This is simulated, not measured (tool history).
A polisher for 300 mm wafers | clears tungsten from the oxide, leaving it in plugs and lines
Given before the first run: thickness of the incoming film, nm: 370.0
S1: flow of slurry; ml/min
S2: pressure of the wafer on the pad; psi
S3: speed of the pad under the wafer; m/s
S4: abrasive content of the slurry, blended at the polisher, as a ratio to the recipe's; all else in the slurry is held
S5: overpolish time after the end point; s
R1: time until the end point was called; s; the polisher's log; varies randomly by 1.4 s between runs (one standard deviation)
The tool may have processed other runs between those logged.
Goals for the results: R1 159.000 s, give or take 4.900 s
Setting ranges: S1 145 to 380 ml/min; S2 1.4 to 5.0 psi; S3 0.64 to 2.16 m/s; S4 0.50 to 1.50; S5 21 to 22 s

Run 1, hour 0.0: S1 245 ml/min, S2 3.2 psi, S3 1.40 m/s, S4 1.00, S5 21 s. Result: R1 73.161 s.
Run 2, hour 8.3: S1 245 ml/min, S2 2.9 psi, S3 1.40 m/s, S4 1.00, S5 21 s. Result: R1 81.776 s.
Run 3, hour 13.5: S1 245 ml/min, S2 3.3 psi, S3 1.40 m/s, S4 1.00, S5 21 s. Result: R1 71.956 s.
Run 4, hour 17.6: S1 245 ml/min, S2 3.3 psi, S3 1.70 m/s, S4 1.00, S5 21 s. Result: R1 58.802 s.
Run 5, hour 21.2: S1 245 ml/min, S2 3.3 psi, S3 1.70 m/s, S4 0.90, S5 21 s. Result: R1 62.179 s.
Run 6, hour 26.3: S1 245 ml/min, S2 3.3 psi, S3 1.70 m/s, S4 0.75, S5 21 s. Result: R1 63.937 s.
Run 7, hour 33.2: S1 235 ml/min, S2 2.4 psi, S3 1.32 m/s, S4 0.70, S5 21 s. Result: R1 112.210 s.
Run 8, hour 37.3: S1 230 ml/min, S2 1.5 psi, S3 1.26 m/s, S4 0.70, S5 21 s. Result: R1 183.820 s.
Run 9, hour 40.3: S1 240 ml/min, S2 1.7 psi, S3 1.26 m/s, S4 0.70, S5 21 s. Result: R1 165.410 s.

Below are 5 possible settings for the next run. Only one of them brings all results inside the allowed miss of their targets. Which is it?
Run A, hour 43.3: S1 275 ml/min, S2 1.7 psi, S3 1.20 m/s, S4 0.65, S5 21 s. Result: R1 ?.
Run B, hour 43.3: S1 260 ml/min, S2 1.8 psi, S3 1.06 m/s, S4 0.90, S5 22 s. Result: R1 ?.
Run C, hour 43.3: S1 225 ml/min, S2 1.7 psi, S3 1.18 m/s, S4 0.75, S5 21 s. Result: R1 ?.
Run D, hour 43.3: S1 150 ml/min, S2 2.0 psi, S3 1.26 m/s, S4 0.60, S5 21 s. Result: R1 ?.
Run E, hour 43.3: S1 265 ml/min, S2 1.7 psi, S3 1.22 m/s, S4 0.60, S5 22 s. Result: R1 ?.

move       R1
   A  172.390
   B  171.020
   C  173.280
   D  157.660
   E  173.670
A: lands further from the targets than the last run did
B: lands further from the targets than the last run did
C: lands further from the targets than the last run did
D: all results in spec
E: lands further from the targets than the last run did
D meets every target.

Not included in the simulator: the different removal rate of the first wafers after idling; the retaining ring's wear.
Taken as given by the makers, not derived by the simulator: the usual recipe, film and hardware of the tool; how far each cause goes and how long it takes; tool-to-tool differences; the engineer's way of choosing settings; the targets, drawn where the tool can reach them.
